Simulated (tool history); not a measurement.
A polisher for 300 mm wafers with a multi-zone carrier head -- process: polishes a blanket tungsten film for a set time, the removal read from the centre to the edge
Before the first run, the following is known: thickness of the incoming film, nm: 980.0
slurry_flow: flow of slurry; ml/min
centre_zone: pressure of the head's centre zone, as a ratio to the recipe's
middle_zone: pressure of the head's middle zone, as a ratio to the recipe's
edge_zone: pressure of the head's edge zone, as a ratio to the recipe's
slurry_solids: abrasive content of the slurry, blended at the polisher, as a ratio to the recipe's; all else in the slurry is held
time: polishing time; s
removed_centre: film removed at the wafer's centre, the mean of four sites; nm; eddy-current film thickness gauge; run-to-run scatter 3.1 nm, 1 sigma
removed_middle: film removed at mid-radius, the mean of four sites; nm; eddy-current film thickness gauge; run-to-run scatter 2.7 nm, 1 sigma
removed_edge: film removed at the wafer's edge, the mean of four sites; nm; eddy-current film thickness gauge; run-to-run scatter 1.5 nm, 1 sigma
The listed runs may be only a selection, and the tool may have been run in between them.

run	hour	slurry_flow	centre_zone	middle_zone	edge_zone	slurry_solids	time	removed_centre	removed_middle	removed_edge
1	0	155	1	1	1	1	32	151.35	150.14	162.16
2	6.4	155	0.95	1	1	1	32	141.28	153.32	161.39
3	11.3	125	0.95	1	1	1	32	140.21	144.08	157.24
4	19.2	125	0.95	1	1	1	25	106.43	116.44	125.22
5	22.5	125	0.95	1	0.92	1	25	106.78	115.41	118.35
6	26.8	125	0.95	1	0.92	1.1	25	112.26	118.25	120.98
7	35.8	140	0.97	1.01	0.98	1.2	27	125.48	130.1	140.61
8	44.5	155	1.01	1.04	1.01	1.25	29	144.72	152.65	156.42
9	47	165	1.04	1.04	1.05	1.3	30	155.53	160.25	167.83
10	50.5	165	1.04	1.04	1.05	1.3	30	159.94	159.18	166.42
11	51.1	170	1.05	1.04	1.08	1.35	31	168.48	166.92	177.12
12	53.4	170	1.05	1.04	1.08	1.35	31	164.48	166.01	176.67
13	62.2	180	1.07	1.04	1.1	1.4	32	179.63	173.77	186.27

The next listed run, before its measurement:
14	70.8	185	1.08	1.04	1.12	1.4	33	?	?	?

removed_centre: 190.13 nm
removed_middle: 182.1 nm
removed_edge: 196.49 nm
